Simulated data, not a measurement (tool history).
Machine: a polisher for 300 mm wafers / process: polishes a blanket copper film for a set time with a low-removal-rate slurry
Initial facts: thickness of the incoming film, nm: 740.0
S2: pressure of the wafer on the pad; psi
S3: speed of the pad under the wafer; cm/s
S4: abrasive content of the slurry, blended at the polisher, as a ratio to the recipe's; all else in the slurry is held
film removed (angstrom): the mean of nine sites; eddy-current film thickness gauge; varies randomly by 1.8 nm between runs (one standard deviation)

run 1 hour=0.0 | flow_of_slurry_(ml/min)=255 S2=2.2 S3=140 S4=1.0 polishing_time_(s)=107 | film_removed_(angstrom)=3635.1
run 2 hour=7.1 | flow_of_slurry_(ml/min)=230 S2=2.2 S3=140 S4=1.0 polishing_time_(s)=107 | film_removed_(angstrom)=3628.8
run 3 hour=15.6 | flow_of_slurry_(ml/min)=230 S2=2.2 S3=126 S4=1.0 polishing_time_(s)=107 | film_removed_(angstrom)=3307.7
run 4 hour=22.4 | flow_of_slurry_(ml/min)=230 S2=2.1 S3=126 S4=1.0 polishing_time_(s)=107 | film_removed_(angstrom)=3168.3
run 5 hour=28.9 | flow_of_slurry_(ml/min)=230 S2=2.1 S3=126 S4=0.8 polishing_time_(s)=107 | film_removed_(angstrom)=3040.8
run 6 hour=36.6 | flow_of_slurry_(ml/min)=275 S2=2.1 S3=126 S4=0.8 polishing_time_(s)=107 | film_removed_(angstrom)=3117.1

What will run 7 give?
run 7 hour=41.3 | flow_of_slurry_(ml/min)=265 S2=2.1 S3=126 S4=0.8 polishing_time_(s)=107 | film_removed_(angstrom)=?

film removed (angstrom): 3087.8
